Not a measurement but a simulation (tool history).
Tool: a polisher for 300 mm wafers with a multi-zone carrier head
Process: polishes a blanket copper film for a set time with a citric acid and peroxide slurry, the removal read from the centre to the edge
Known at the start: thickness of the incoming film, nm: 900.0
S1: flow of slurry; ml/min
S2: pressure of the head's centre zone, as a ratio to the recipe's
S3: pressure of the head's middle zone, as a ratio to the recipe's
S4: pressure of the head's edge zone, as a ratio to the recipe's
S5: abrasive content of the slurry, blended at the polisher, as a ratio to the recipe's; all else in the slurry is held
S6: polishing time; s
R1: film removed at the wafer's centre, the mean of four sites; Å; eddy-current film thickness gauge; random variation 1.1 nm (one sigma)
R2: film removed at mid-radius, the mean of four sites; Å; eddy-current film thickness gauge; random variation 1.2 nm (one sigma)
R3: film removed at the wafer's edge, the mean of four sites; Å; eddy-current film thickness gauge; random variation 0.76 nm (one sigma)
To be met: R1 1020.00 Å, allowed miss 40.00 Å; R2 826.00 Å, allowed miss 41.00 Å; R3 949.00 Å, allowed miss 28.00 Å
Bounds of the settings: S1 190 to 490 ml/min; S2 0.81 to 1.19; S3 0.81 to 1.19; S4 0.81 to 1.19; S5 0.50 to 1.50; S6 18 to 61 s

{"run": 1, "hour": 0.0, "S1": 315, "S2": 1.0, "S3": 1.0, "S4": 1.0, "S5": 1.0, "S6": 39, "R1": 668.97, "R2": 664.1, "R3": 658.23}
{"run": 2, "hour": 8.8, "S1": 315, "S2": 1.0, "S3": 1.0, "S4": 1.0, "S5": 1.0, "S6": 43, "R1": 745.22, "R2": 736.28, "R3": 730.96}
{"run": 3, "hour": 10.4, "S1": 315, "S2": 0.92, "S3": 1.0, "S4": 1.0, "S5": 1.0, "S6": 43, "R1": 668.59, "R2": 739.84, "R3": 724.61}
{"run": 4, "hour": 19.0, "S1": 315, "S2": 0.88, "S3": 1.0, "S4": 1.0, "S5": 1.0, "S6": 43, "R1": 641.32, "R2": 757.65, "R3": 730.14}
{"run": 5, "hour": 20.8, "S1": 315, "S2": 0.88, "S3": 1.04, "S4": 1.0, "S5": 1.0, "S6": 43, "R1": 644.81, "R2": 752.5, "R3": 729.79}
{"run": 6, "hour": 21.6, "S1": 315, "S2": 0.88, "S3": 1.04, "S4": 1.0, "S5": 1.0, "S6": 34, "R1": 511.2, "R2": 608.06, "R3": 571.17}
{"run": 7, "hour": 24.4, "S1": 320, "S2": 0.96, "S3": 1.0, "S4": 1.05, "S5": 1.15, "S6": 38, "R1": 629.15, "R2": 670.8, "R3": 670.27}
{"run": 8, "hour": 32.9, "S1": 340, "S2": 1.06, "S3": 0.9, "S4": 1.15, "S5": 1.4, "S6": 48, "R1": 907.08, "R2": 842.41, "R3": 919.6}

Which of these 5 next moves meets every target?
{"run": "A", "hour": 41.4, "S1": 310, "S2": 1.09, "S3": 0.96, "S4": 1.1, "S5": 1.25, "S6": 48, "R1": "?", "R2": "?", "R3": "?"}
{"run": "B", "hour": 41.4, "S1": 380, "S2": 0.94, "S3": 0.85, "S4": 0.98, "S5": 1.5, "S6": 52, "R1": "?", "R2": "?", "R3": "?"}
{"run": "C", "hour": 41.4, "S1": 335, "S2": 1.07, "S3": 0.89, "S4": 1.16, "S5": 1.2, "S6": 55, "R1": "?", "R2": "?", "R3": "?"}
{"run": "D", "hour": 41.4, "S1": 315, "S2": 1.13, "S3": 0.85, "S4": 1.09, "S5": 1.2, "S6": 52, "R1": "?", "R2": "?", "R3": "?"}
{"run": "E", "hour": 41.4, "S1": 340, "S2": 1.16, "S3": 0.81, "S4": 1.17, "S5": 1.35, "S6": 46, "R1": "?", "R2": "?", "R3": "?"}

move=A R1=904.86 R2=817.85 R3=876.06
move=B R1=900.16 R2=849.94 R3=946.59
move=C R1=1017.50 R2=882.62 R3=1026.30
move=D R1=1006.50 R2=802.00 R3=940.01
move=E R1=938.88 R2=703.86 R3=883.15
A: as far off as the last run
B: further off than the last run
C: brings the result that was furthest off to its target, and leaves another outside
D: meets every target
E: further off than the last run
Answer: D
